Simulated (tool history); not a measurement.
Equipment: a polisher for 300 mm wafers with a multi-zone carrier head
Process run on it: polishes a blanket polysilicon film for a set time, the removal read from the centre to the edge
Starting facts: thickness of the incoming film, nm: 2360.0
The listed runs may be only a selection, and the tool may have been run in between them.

run	day	flow of slurry (ml/min)	pressure of the head's centre zone	pressure of the head's middle zone	pressure of the head's edge zone	polishing time (s)	film removed at the wafer's centre (Å)	film removed at mid-radius (Å)	film removed at the wafer's edge (Å)
1	0.000	125	1.00	1.00	1.00	73	5154.7	5359.5	5638.5
2	0.075	125	1.00	1.00	1.08	73	5127.6	5384.6	5780.6
3	0.117	125	1.00	1.00	1.08	56	3908.5	4184.9	4430.4
4	0.292	115	1.00	1.00	1.08	56	3850.0	4095.5	4325.4
5	0.450	135	1.04	1.01	1.09	63	4668.0	4829.1	5089.0
6	0.546	135	1.00	1.01	1.09	63	4507.2	4899.5	5132.0
7	0.629	150	1.04	1.01	1.10	67	5047.9	5242.7	5480.2
8	0.717	170	1.14	1.01	1.15	88	7578.0	6914.4	7612.0
# day 1.038: centre zone pressure recalibrated
9	1.038	165	1.14	1.02	1.13	87	8152.2	7044.0	7249.9
10	1.321	165	1.14	1.02	1.13	87	7941.8	7122.1	7408.6
11	1.625	160	1.13	1.02	1.13	87	7904.5	7077.1	7290.0

The next listed run, before its measurement:
12	1.988	155	1.11	1.01	1.13	87	?	?	?

{"run 12": {"film removed at the wafer's centre (Å)": 7917.7, "film removed at mid-radius (Å)": 6825.8, "film removed at the wafer's edge (Å)": 7266.3}}
